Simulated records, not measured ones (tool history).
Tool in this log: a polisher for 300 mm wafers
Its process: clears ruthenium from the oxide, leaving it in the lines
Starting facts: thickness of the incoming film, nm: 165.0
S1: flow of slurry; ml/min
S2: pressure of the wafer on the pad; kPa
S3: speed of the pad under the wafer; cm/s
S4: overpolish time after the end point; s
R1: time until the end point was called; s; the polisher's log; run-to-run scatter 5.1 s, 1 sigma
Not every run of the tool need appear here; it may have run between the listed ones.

run	day	S1	S2	S3	S4	R1
1	0.000	245	16.5	84	18	125.25
2	0.267	245	16.5	102	18	105.12
3	0.417	245	13.8	102	18	127.02
4	0.746	245	9.7	102	18	178.23
5	0.912	240	9.0	90	18	212.29
6	1.288	235	8.3	82	18	253.52

Forecast run 7:
7	1.571	235	8.3	82	18	?

For run 7 the tool returned R1 262.89 s.

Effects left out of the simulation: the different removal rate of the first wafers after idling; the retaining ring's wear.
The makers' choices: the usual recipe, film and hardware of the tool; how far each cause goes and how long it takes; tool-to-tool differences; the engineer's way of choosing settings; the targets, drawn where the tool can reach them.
